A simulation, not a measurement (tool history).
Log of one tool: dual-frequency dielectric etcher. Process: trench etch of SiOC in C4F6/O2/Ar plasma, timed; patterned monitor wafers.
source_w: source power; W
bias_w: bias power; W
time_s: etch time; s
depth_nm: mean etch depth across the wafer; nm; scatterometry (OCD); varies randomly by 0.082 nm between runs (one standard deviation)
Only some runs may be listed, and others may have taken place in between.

run  hour  source_w  bias_w  time_s  depth_nm
  1     0       410     174    11.5    21.904
  2   7.5       380     174    11.5    21.258
  3  10.8       380     195    11.5     21.94
  4  13.8       380     219    11.5    22.798
  5  17.6       350     219    11.5    22.043
  6  18.3       350     244    11.5    22.851

Expected results for the next run?
     19.9  -- source power generator calibrated
  7  19.9       370     244    11.5         ?

Run 7 gave depth_nm 23.5 nm.
